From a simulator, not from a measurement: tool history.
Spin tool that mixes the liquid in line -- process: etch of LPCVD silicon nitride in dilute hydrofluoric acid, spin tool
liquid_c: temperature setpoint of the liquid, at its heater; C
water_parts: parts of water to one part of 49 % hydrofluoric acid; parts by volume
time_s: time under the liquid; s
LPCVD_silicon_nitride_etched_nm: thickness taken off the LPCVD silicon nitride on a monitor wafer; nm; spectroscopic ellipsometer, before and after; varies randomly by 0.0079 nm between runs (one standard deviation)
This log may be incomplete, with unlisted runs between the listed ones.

| run | day | liquid_c | water_parts | time_s | LPCVD_silicon_nitride_etched_nm |
|---|---|---|---|---|---|
| 1 | 0 | 26 | 130 | 95 | 0.39506 |
| 2 | 0.067 | 25 | 140 | 90 | 0.33244 |
| 3 | 0.3 | 25 | 155 | 90 | 0.27945 |
| 4 | 0.667 | 23.5 | 155 | 90 | 0.24123 |
| 5 | 1.004 | 25 | 155 | 90 | 0.28004 |
| 6 | 1.262 | 24.5 | 160 | 90 | 0.26772 |
| 7 | 1.529 | 24 | 165 | 90 | 0.25265 |

What will run 8 give?
| 8 | 1.621 | 23.5 | 170 | 90 | ? |

Run 8 measured LPCVD_silicon_nitride_etched_nm 0.25793 nm.
